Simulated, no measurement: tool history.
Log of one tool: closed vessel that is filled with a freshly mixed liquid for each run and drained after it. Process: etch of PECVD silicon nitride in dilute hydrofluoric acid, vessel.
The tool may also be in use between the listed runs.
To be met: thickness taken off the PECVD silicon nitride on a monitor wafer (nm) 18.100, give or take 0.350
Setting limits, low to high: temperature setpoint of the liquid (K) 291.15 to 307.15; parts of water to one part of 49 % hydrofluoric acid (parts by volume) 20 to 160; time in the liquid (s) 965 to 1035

run	hour	temperature setpoint of the liquid (K)	parts of water to one part of 49 % hydrofluoric acid (parts by volume)	time in the liquid (s)	thickness taken off the PECVD silicon nitride on a monitor wafer (nm)
1	0.0	299.15	90	965	45.977
2	4.1	297.15	100	965	36.250
3	12.5	295.65	105	965	31.214
4	17.8	295.65	90	965	36.511
5	19.4	294.65	100	965	30.787
6	20.8	294.65	85	965	36.305
7	28.0	291.15	120	965	20.428
8	31.8	291.15	125	965	19.534
9	35.2	291.15	130	965	18.956

Which of these 5 next moves meets every target?
A	38.6	291.15	135	1030	?
B	38.6	292.15	135	1005	?
C	38.6	291.15	125	965	?
D	38.6	291.15	145	1025	?
E	38.6	295.15	160	965	?

move	thickness taken off the PECVD silicon nitride on a monitor wafer (nm)
A	19.284
B	20.140
C	19.465
D	17.908
E	20.006
A: its largest miss is bigger than the last run's
B: its largest miss is bigger than the last run's
C: its largest miss is bigger than the last run's
D: every result within its allowed miss
E: its largest miss is bigger than the last run's
Answer: D
